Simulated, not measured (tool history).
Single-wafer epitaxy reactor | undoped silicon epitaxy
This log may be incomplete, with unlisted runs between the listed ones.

run	hour	wafer temperature setpoint (pyrometer-controlled) (K)	deposition time (s)	mean film thickness on the monitor wafer (Å)
1	0	933.15	260	502.8
2	7.9	929.15	259	457.21
3	14.1	929.15	296	522.06
4	22	929.15	326	573.44
5	27.7	920.15	326	468.36
6	35.3	920.15	291	418.47
7	42.8	918.15	286	392.94

The next listed run, before its measurement:
# hour 45.6: pyrometer calibrated
8	45.6	916.15	282	?

{"run 8": {"mean film thickness on the monitor wafer (Å)": 418.16}}

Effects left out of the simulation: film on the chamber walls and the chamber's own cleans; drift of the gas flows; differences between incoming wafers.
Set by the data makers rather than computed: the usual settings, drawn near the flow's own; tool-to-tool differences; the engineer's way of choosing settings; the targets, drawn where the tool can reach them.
